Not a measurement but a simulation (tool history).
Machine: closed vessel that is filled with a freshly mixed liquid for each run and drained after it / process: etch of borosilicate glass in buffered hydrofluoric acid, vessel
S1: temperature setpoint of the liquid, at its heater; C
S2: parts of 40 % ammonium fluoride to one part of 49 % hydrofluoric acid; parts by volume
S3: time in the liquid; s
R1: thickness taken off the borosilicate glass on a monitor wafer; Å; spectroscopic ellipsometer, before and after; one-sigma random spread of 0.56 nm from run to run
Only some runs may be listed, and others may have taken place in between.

run	hour	S1	S2	S3	R1
1	0	21	14.5	30	222.47
2	2.9	21	14.5	30	221.58
3	5.7	23	12.5	30	287.36
4	9.8	20	12.5	30	245.47
5	10.5	22	11	30	307.86
6	15.8	23.5	10	30	367.29
7	20.2	25	9.5	30	407.39
8	28.8	26	9	30	448.37

Run 9, settings as shown, results not yet in. Your forecast:
9	35.4	29	6.5	30	?

{"run 9": {"R1": 723.62}}
